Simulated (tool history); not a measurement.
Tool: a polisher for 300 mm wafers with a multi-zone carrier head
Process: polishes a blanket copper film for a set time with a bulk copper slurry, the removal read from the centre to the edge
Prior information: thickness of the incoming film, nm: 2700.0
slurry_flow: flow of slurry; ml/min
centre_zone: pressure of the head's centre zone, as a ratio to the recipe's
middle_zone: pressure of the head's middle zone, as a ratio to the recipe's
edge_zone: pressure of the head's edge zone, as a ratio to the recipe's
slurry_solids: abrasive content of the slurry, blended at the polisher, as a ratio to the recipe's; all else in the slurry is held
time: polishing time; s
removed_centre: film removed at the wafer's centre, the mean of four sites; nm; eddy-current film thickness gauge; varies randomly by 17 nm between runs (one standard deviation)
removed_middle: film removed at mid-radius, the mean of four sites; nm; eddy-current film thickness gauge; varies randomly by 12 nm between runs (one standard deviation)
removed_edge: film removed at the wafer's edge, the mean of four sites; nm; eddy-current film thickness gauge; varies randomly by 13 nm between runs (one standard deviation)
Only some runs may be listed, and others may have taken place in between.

run,hour,slurry_flow,centre_zone,middle_zone,edge_zone,slurry_solids,time,removed_centre,removed_middle,removed_edge
1,0.0,275,1.00,1.00,1.00,1.00,88,1081.20,1070.2,1156.5
2,6.7,275,0.93,1.00,1.00,1.00,88,994.35,1081.5,1167.2
3,12.2,280,0.97,1.00,1.04,1.15,92,1141.00,1141.7,1278.0
4,19.0,280,0.97,1.00,1.04,1.15,104,1270.80,1308.0,1454.7
5,23.1,290,1.00,1.01,1.07,1.20,104,1322.60,1324.3,1477.3
6,27.8,290,1.00,1.01,1.00,1.20,104,1357.80,1320.4,1416.7
# hour 29.9: edge zone pressure recalibrated
7,29.9,290,1.00,1.01,1.00,1.20,104,1368.90,1314.3,1378.5
8,33.4,295,1.02,1.01,1.04,1.25,105,1372.60,1343.1,1445.3
9,34.3,290,1.04,0.99,1.06,1.30,107,1430.60,1365.3,1478.7

For run 10, what comes out?
10,36.1,350,1.08,0.89,1.16,1.50,110,?,?,?

Run 10 measured removed_centre 1621.50 nm, removed_middle 1345.4 nm, removed_edge 1682.9 nm.
